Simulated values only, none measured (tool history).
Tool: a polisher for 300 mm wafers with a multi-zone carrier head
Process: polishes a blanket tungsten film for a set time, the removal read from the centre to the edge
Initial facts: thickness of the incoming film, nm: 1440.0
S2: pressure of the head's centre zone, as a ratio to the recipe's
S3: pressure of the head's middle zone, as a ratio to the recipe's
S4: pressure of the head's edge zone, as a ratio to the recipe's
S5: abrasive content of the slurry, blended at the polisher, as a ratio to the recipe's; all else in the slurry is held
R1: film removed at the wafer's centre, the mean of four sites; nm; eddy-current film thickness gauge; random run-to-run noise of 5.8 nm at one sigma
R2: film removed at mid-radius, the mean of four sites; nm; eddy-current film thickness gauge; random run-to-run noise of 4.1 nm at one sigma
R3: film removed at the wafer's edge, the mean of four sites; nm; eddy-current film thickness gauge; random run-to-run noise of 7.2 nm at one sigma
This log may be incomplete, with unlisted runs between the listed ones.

Run 1, hour 0.0: flow of slurry (ml/min) 235, S2 1.00, S3 1.00, S4 1.00, S5 1.00, polishing time (s) 81. Result: R1 403.43 nm, R2 400.82 nm, R3 390.23 nm.
Run 2, hour 7.9: flow of slurry (ml/min) 235, S2 1.00, S3 1.00, S4 1.00, S5 0.85, polishing time (s) 81. Result: R1 377.48 nm, R2 387.59 nm, R3 382.12 nm.
Run 3, hour 13.0: flow of slurry (ml/min) 235, S2 0.96, S3 1.02, S4 1.04, S5 0.95, polishing time (s) 85. Result: R1 399.25 nm, R2 427.39 nm, R3 421.60 nm.
Run 4, hour 15.2: flow of slurry (ml/min) 235, S2 0.91, S3 1.02, S4 1.04, S5 0.95, polishing time (s) 85. Result: R1 376.30 nm, R2 423.16 nm, R3 419.35 nm.
Run 5, hour 17.2: flow of slurry (ml/min) 235, S2 0.91, S3 1.02, S4 1.04, S5 1.10, polishing time (s) 85. Result: R1 386.26 nm, R2 433.75 nm, R3 442.10 nm.
Run 6, hour 20.7: flow of slurry (ml/min) 235, S2 0.91, S3 1.02, S4 1.12, S5 1.10, polishing time (s) 85. Result: R1 389.96 nm, R2 444.44 nm, R3 446.55 nm.
Run 7, hour 25.4: flow of slurry (ml/min) 240, S2 0.91, S3 1.04, S4 1.13, S5 1.20, polishing time (s) 87. Result: R1 406.59 nm, R2 468.30 nm, R3 480.10 nm.
Run 8, hour 27.3: flow of slurry (ml/min) 250, S2 0.92, S3 1.07, S4 1.14, S5 1.25, polishing time (s) 88. Result: R1 424.68 nm, R2 496.41 nm, R3 484.37 nm.
Run 9, hour 35.5: flow of slurry (ml/min) 250, S2 0.91, S3 1.08, S4 1.14, S5 1.30, polishing time (s) 90. Result: R1 442.32 nm, R2 516.68 nm, R3 492.51 nm.
Run 10, hour 44.3: flow of slurry (ml/min) 265, S2 0.81, S3 1.06, S4 1.19, S5 1.50, polishing time (s) 103. Result: R1 462.23 nm, R2 598.66 nm, R3 630.26 nm.

Run 11 comes next. What will it give?
Run 11, hour 46.8: flow of slurry (ml/min) 265, S2 0.82, S3 1.06, S4 1.17, S5 1.45, polishing time (s) 103. Result: R1 ?, R2 ?, R3 ?.

{"run 11": {"R1": 460.44, "R2": 598.26, "R3": 615.28}}

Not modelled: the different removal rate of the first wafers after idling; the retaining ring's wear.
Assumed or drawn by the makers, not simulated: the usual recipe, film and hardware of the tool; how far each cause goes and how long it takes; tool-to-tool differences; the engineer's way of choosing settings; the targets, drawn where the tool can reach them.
